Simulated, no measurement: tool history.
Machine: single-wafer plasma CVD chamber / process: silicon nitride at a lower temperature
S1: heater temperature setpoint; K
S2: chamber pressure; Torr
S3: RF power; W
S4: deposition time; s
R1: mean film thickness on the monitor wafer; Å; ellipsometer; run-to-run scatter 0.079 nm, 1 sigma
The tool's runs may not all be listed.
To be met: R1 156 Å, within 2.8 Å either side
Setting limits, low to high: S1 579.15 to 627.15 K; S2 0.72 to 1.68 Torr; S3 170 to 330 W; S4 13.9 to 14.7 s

run	day	S1	S2	S3	S4	R1
1	0	603.15	1.2	250	14.7	131.21
2	0.242	603.15	1.2	250	14.7	131.68
3	0.329	603.15	1.2	260	14.7	133.81
4	0.458	603.15	1.26	265	14.7	138.17
5	0.533	603.15	1.26	265	14.7	138.19
6	0.662	603.15	1.31	265	14.7	140.15
7	0.921	603.15	1.36	265	14.7	141.31
# day 1.092: capacitance manometer re-zeroed and calibrated
8	1.092	603.15	1.6	285	14.7	159.89
9	1.188	603.15	1.59	285	14.7	161.27
10	1.454	603.15	1.57	285	14.7	160.8
11	1.625	603.15	1.56	285	14.7	158.77
12	1.654	603.15	1.55	285	14.7	159.32
13	2.021	603.15	1.54	285	14.7	160.73
14	2.233	603.15	1.52	285	14.7	158.78

Of the 4 settings listed for the next run, only one would bring every result within its allowed miss of target. Which one?
A	2.446	599.15	1.68	285	13.9	?
B	2.446	609.15	1.55	315	14.4	?
C	2.446	606.15	1.53	310	14.2	?
D	2.446	605.15	1.63	290	14.7	?

move	R1
A	153.68
B	165.22
C	160.77
D	162.52
A: meets every target
B: further off than the last run
C: further off than the last run
D: further off than the last run
Answer: A
